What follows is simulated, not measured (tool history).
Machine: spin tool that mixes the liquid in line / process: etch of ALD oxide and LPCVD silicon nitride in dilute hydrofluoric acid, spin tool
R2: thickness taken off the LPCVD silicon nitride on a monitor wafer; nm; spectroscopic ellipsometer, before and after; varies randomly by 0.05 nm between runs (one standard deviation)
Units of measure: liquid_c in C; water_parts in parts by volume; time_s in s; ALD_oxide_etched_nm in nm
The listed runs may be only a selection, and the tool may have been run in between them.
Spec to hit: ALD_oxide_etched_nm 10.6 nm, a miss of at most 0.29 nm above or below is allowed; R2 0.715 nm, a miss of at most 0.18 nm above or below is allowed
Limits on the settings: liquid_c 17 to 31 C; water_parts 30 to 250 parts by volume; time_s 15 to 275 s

run 1 hour=0 | liquid_c=23 water_parts=140 time_s=140 | ALD_oxide_etched_nm=8.7409 R2=0.46895
run 2 hour=5.6 | liquid_c=24.5 water_parts=140 time_s=140 | ALD_oxide_etched_nm=9.3166 R2=0.53449
run 3 hour=10.6 | liquid_c=24.5 water_parts=160 time_s=140 | ALD_oxide_etched_nm=7.8702 R2=0.49413
run 4 hour=11.3 | liquid_c=25.5 water_parts=155 time_s=140 | ALD_oxide_etched_nm=8.5577 R2=0.56698
run 5 hour=15.9 | liquid_c=26 water_parts=150 time_s=140 | ALD_oxide_etched_nm=9.1853 R2=0.59568
run 6 hour=17.1 | liquid_c=26.5 water_parts=150 time_s=140 | ALD_oxide_etched_nm=9.0998 R2=0.61121
run 7 hour=18.8 | liquid_c=27 water_parts=145 time_s=140 | ALD_oxide_etched_nm=9.7181 R2=0.61811
run 8 hour=24.8 | liquid_c=27.5 water_parts=145 time_s=140 | ALD_oxide_etched_nm=10.106 R2=0.6016
run 9 hour=27.2 | liquid_c=28 water_parts=145 time_s=140 | ALD_oxide_etched_nm=10.08 R2=0.76526

Which of these 4 next moves meets every target?
run A hour=29.6 | liquid_c=30.5 water_parts=155 time_s=145 | ALD_oxide_etched_nm=? R2=?
run B hour=29.6 | liquid_c=29 water_parts=150 time_s=140 | ALD_oxide_etched_nm=? R2=?
run C hour=29.6 | liquid_c=28 water_parts=150 time_s=140 | ALD_oxide_etched_nm=? R2=?
run D hour=29.6 | liquid_c=27.5 water_parts=135 time_s=150 | ALD_oxide_etched_nm=? R2=?

move=A ALD_oxide_etched_nm=10.652 R2=0.73945
move=B ALD_oxide_etched_nm=10.135 R2=0.67328
move=C ALD_oxide_etched_nm=9.7718 R2=0.63279
move=D ALD_oxide_etched_nm=11.638 R2=0.7304
A: every result lands within tolerance
B: closes in on the targets versus the last run, not all within tolerance yet
C: misses by more than the last run did
D: pushes the last run's worst result past its target
Go with A: it meets all targets.

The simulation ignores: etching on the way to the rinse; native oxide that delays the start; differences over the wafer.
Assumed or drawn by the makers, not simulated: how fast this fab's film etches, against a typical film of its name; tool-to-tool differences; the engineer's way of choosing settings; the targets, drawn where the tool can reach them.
